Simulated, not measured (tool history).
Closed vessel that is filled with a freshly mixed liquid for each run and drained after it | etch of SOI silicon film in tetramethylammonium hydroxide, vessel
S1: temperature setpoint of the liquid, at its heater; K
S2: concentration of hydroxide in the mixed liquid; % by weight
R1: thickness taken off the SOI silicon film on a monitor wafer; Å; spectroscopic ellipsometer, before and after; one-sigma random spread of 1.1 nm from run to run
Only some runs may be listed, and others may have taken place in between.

run 1 hour=0.0 | S1=344.15 S2=11.0 time_in_the_liquid_(s)=30 | R1=2017.2
run 2 hour=7.9 | S1=341.15 S2=11.0 time_in_the_liquid_(s)=30 | R1=1665.5
run 3 hour=14.4 | S1=341.15 S2=12.5 time_in_the_liquid_(s)=30 | R1=1609.2
run 4 hour=22.2 | S1=341.15 S2=12.5 time_in_the_liquid_(s)=30 | R1=1609.7
run 5 hour=30.8 | S1=339.65 S2=12.5 time_in_the_liquid_(s)=30 | R1=1456.4
run 6 hour=33.8 | S1=339.65 S2=12.5 time_in_the_liquid_(s)=30 | R1=1499.0
run 7 hour=41.2 | S1=338.65 S2=12.5 time_in_the_liquid_(s)=30 | R1=1396.0

What does the tool deliver on the next run?
run 8 hour=42.2 | S1=337.65 S2=12.5 time_in_the_liquid_(s)=30 | R1=?

{"run 8": {"R1": 1283.7}}

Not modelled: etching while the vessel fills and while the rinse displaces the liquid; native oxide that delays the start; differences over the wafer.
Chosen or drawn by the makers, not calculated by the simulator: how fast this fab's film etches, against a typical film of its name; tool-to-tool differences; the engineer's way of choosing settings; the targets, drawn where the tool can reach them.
